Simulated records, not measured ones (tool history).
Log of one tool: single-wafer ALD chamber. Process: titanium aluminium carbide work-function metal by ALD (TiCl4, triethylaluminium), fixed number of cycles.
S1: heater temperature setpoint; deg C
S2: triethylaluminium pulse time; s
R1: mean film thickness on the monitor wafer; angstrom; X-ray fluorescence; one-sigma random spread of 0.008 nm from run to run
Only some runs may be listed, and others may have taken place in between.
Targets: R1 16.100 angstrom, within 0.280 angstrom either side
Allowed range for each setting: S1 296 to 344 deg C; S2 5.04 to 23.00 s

Run 1, hour 0.0: S1 320 deg C, S2 14.02 s. Result: R1 19.121 angstrom.
Run 2, hour 3.2: S1 324 deg C, S2 14.02 s. Result: R1 19.515 angstrom.
Run 3, hour 6.4: S1 314 deg C, S2 10.96 s. Result: R1 18.090 angstrom.
Run 4, hour 8.9: S1 308 deg C, S2 9.91 s. Result: R1 17.195 angstrom.
Run 5, hour 11.1: S1 308 deg C, S2 7.41 s. Result: R1 14.774 angstrom.
Run 6, hour 19.4: S1 298 deg C, S2 7.41 s. Result: R1 14.065 angstrom.
Run 7, hour 22.4: S1 304 deg C, S2 7.56 s. Result: R1 14.820 angstrom.
Run 8, hour 31.3: S1 308 deg C, S2 7.69 s. Result: R1 15.284 angstrom.
Run 9, hour 36.1: S1 311 deg C, S2 7.79 s. Result: R1 15.743 angstrom.
Run 10, hour 39.5: S1 312 deg C, S2 7.83 s. Result: R1 15.651 angstrom.

Exercise: of the 4 proposed moves below, exactly one satisfies all targets within the stated allowed misses. Which move is it?
Run A, hour 42.9: S1 303 deg C, S2 10.39 s. Result: R1 ?.
Run B, hour 42.9: S1 311 deg C, S2 9.04 s. Result: R1 ?.
Run C, hour 42.9: S1 304 deg C, S2 8.26 s. Result: R1 ?.
Run D, hour 42.9: S1 315 deg C, S2 7.90 s. Result: R1 ?.

move      R1
   A  16.893
   B  16.822
   C  15.580
   D  15.996
A: takes the biggest miss from the last run beyond its target
B: takes the biggest miss from the last run beyond its target
C: lands further from the targets than the last run did
D: hits every target within its allowed miss
Answer: D
